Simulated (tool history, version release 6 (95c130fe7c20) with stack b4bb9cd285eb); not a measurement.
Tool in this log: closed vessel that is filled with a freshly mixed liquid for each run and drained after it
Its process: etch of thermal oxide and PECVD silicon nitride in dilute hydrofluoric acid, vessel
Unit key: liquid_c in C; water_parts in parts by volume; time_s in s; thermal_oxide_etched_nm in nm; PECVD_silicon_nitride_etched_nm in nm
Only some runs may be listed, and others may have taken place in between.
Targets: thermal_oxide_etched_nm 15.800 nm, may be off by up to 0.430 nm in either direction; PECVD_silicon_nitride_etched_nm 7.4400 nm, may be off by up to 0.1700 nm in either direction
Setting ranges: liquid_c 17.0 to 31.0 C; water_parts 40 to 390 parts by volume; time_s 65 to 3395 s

| run | day | liquid_c | water_parts | time_s | thermal_oxide_etched_nm | PECVD_silicon_nitride_etched_nm |
|---|---|---|---|---|---|---|
| 1 | 0.000 | 23.0 | 215 | 1730 | 33.395 | 14.4940 |
| 2 | 0.350 | 22.5 | 245 | 1765 | 28.345 | 12.7500 |
| 3 | 0.704 | 22.5 | 245 | 1370 | 21.968 | 9.9121 |
| 4 | 0.750 | 22.0 | 260 | 1410 | 20.736 | 9.2117 |
| 5 | 0.867 | 22.0 | 195 | 1410 | 29.277 | 12.3520 |
| 6 | 1.046 | 22.0 | 115 | 1410 | 54.602 | 20.4740 |
| 7 | 1.183 | 22.0 | 160 | 1445 | 38.127 | 15.3060 |
| 8 | 1.362 | 21.5 | 195 | 1490 | 30.494 | 12.5200 |
| 9 | 1.442 | 21.5 | 285 | 1700 | 21.792 | 9.8515 |
| 10 | 1.758 | 21.5 | 300 | 1710 | 20.488 | 9.4697 |
| 11 | 2.096 | 21.0 | 310 | 1720 | 19.480 | 8.8445 |
| 12 | 2.458 | 21.0 | 320 | 1730 | 18.778 | 8.5777 |

Which single option among these 5 for the next run brings every result within its allowed miss of target? Just one does.
| A | 2.821 | 21.0 | 270 | 1665 | ? | ? |
| B | 2.821 | 20.5 | 350 | 1675 | ? | ? |
| C | 2.821 | 20.0 | 280 | 1880 | ? | ? |
| D | 2.821 | 29.0 | 390 | 1495 | ? | ? |
| E | 2.821 | 22.0 | 285 | 1650 | ? | ? |

| move | thermal_oxide_etched_nm | PECVD_silicon_nitride_etched_nm |
|---|---|---|
| A | 22.394 | 9.8855 |
| B | 15.883 | 7.4912 |
| C | 23.286 | 10.1100 |
| D | 16.235 | 9.9313 |
| E | 21.496 | 9.8974 |
A: the biggest miss grows against the last run
B: every result lands within tolerance
C: the biggest miss grows against the last run
D: the biggest miss grows against the last run
E: the biggest miss grows against the last run
So the answer is move B, the one that meets all the targets.

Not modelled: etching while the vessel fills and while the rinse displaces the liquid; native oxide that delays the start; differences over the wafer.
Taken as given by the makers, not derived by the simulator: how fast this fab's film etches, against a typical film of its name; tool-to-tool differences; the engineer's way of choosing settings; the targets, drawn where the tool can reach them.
